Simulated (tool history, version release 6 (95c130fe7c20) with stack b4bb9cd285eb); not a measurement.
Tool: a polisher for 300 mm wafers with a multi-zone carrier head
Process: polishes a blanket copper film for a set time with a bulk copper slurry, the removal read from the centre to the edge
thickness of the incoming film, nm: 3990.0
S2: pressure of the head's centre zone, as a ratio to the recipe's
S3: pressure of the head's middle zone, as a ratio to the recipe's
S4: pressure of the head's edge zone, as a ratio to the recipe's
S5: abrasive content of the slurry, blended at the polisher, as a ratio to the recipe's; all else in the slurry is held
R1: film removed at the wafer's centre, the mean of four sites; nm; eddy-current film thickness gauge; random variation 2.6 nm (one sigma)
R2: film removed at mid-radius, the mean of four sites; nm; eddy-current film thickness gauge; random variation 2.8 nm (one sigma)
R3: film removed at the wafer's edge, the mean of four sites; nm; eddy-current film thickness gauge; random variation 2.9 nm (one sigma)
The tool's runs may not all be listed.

Run 1, hour 0.0: flow of slurry (ml/min) 315, S2 1.00, S3 1.00, S4 1.00, S5 1.00, polishing time (s) 65. Result: R1 491.61 nm, R2 488.53 nm, R3 483.47 nm.
Run 2, hour 4.0: flow of slurry (ml/min) 300, S2 1.00, S3 0.95, S4 1.02, S5 0.85, polishing time (s) 62. Result: R1 445.41 nm, R2 424.91 nm, R3 442.92 nm.
Run 3, hour 8.0: flow of slurry (ml/min) 285, S2 1.01, S3 0.91, S4 1.04, S5 0.75, polishing time (s) 60. Result: R1 418.70 nm, R2 382.62 nm, R3 420.10 nm.
Run 4, hour 14.9: flow of slurry (ml/min) 285, S2 1.01, S3 0.91, S4 1.09, S5 0.75, polishing time (s) 60. Result: R1 426.43 nm, R2 388.75 nm, R3 427.37 nm.
Run 5, hour 23.1: flow of slurry (ml/min) 265, S2 1.01, S3 0.88, S4 1.09, S5 0.70, polishing time (s) 59. Result: R1 407.79 nm, R2 355.43 nm, R3 412.64 nm.
Run 6, hour 25.6: flow of slurry (ml/min) 255, S2 1.00, S3 0.86, S4 1.06, S5 0.65, polishing time (s) 59. Result: R1 385.66 nm, R2 344.32 nm, R3 398.14 nm.
Run 7, hour 32.1: flow of slurry (ml/min) 240, S2 1.01, S3 0.85, S4 1.07, S5 0.60, polishing time (s) 59. Result: R1 380.99 nm, R2 333.21 nm, R3 392.33 nm.

Run 8 comes next. What will it give?
Run 8, hour 34.2: flow of slurry (ml/min) 230, S2 1.02, S3 0.84, S4 1.07, S5 0.55, polishing time (s) 59. Result: R1 ?, R2 ?, R3 ?.

{"run 8": {"R1": 373.24, "R2": 318.48, "R3": 382.11}}
